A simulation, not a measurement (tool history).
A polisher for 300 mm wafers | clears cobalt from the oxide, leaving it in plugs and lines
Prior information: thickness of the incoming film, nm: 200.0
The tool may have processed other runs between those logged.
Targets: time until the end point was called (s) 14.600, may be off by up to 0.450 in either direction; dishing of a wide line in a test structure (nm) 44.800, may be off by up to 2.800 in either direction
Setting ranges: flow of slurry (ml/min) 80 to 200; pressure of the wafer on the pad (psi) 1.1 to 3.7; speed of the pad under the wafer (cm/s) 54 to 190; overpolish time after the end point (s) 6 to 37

| run | hour | flow of slurry (ml/min) | pressure of the wafer on the pad (psi) | speed of the pad under the wafer (cm/s) | overpolish time after the end point (s) | time until the end point was called (s) | dishing of a wide line in a test structure (nm) |
|---|---|---|---|---|---|---|---|
| 1 | 0.0 | 130 | 2.4 | 122 | 19 | 23.473 | 48.873 |
| 2 | 7.5 | 130 | 2.1 | 122 | 19 | 26.428 | 47.055 |
| 3 | 12.5 | 130 | 2.1 | 122 | 26 | 26.577 | 49.970 |
| 4 | 13.9 | 130 | 2.1 | 122 | 29 | 26.923 | 48.867 |
| 5 | 14.6 | 130 | 1.8 | 122 | 29 | 29.922 | 51.470 |
| 6 | 22.9 | 130 | 1.8 | 140 | 29 | 26.646 | 50.778 |
| 7 | 24.2 | 130 | 2.0 | 140 | 27 | 23.903 | 50.209 |
| 8 | 28.1 | 130 | 2.1 | 140 | 25 | 23.147 | 49.904 |
| 9 | 34.1 | 130 | 2.2 | 140 | 23 | 22.623 | 50.663 |
| 10 | 39.7 | 140 | 2.3 | 138 | 21 | 21.653 | 48.759 |
| 11 | 44.7 | 145 | 2.4 | 138 | 19 | 20.751 | 50.131 |
| 12 | 49.6 | 135 | 2.5 | 138 | 17 | 20.206 | 49.136 |
| 13 | 54.0 | 135 | 2.6 | 138 | 16 | 19.581 | 46.808 |
| 14 | 58.4 | 135 | 2.6 | 138 | 16 | 19.477 | 48.119 |
| 15 | 62.3 | 130 | 2.7 | 138 | 15 | 18.884 | 46.585 |
| 16 | 64.8 | 130 | 2.8 | 138 | 15 | 18.177 | 49.508 |
| 17 | 68.3 | 135 | 2.8 | 140 | 14 | 17.703 | 48.411 |
| 18 | 70.2 | 130 | 2.9 | 140 | 13 | 17.673 | 48.017 |
| 19 | 70.8 | 130 | 2.9 | 142 | 12 | 17.148 | 47.906 |
| 20 | 74.4 | 130 | 2.9 | 142 | 11 | 17.284 | 47.228 |
| 21 | 79.3 | 130 | 2.9 | 142 | 10 | 17.207 | 44.843 |
| 22 | 85.8 | 135 | 2.9 | 142 | 10 | 17.281 | 45.242 |
| 23 | 87.5 | 140 | 3.4 | 142 | 6 | 14.653 | 41.306 |

Which single option among these 4 for the next run brings every result within its allowed miss of target? Just one does.
| A | 89.2 | 135 | 3.5 | 128 | 9 | ? | ? |
| B | 89.2 | 130 | 3.0 | 152 | 8 | ? | ? |
| C | 89.2 | 135 | 3.4 | 138 | 6 | ? | ? |
| D | 89.2 | 120 | 3.4 | 148 | 8 | ? | ? |

| move | time until the end point was called (s) | dishing of a wide line in a test structure (nm) |
|---|---|---|
| A | 16.111 | 45.367 |
| B | 15.776 | 44.121 |
| C | 15.376 | 40.148 |
| D | 14.676 | 45.041 |
A: gets the furthest-off result to its target, but another result is out of tolerance
B: gets the furthest-off result to its target, but another result is out of tolerance
C: moves away from the targets compared with the last run
D: every result lands within tolerance
The right move is D.

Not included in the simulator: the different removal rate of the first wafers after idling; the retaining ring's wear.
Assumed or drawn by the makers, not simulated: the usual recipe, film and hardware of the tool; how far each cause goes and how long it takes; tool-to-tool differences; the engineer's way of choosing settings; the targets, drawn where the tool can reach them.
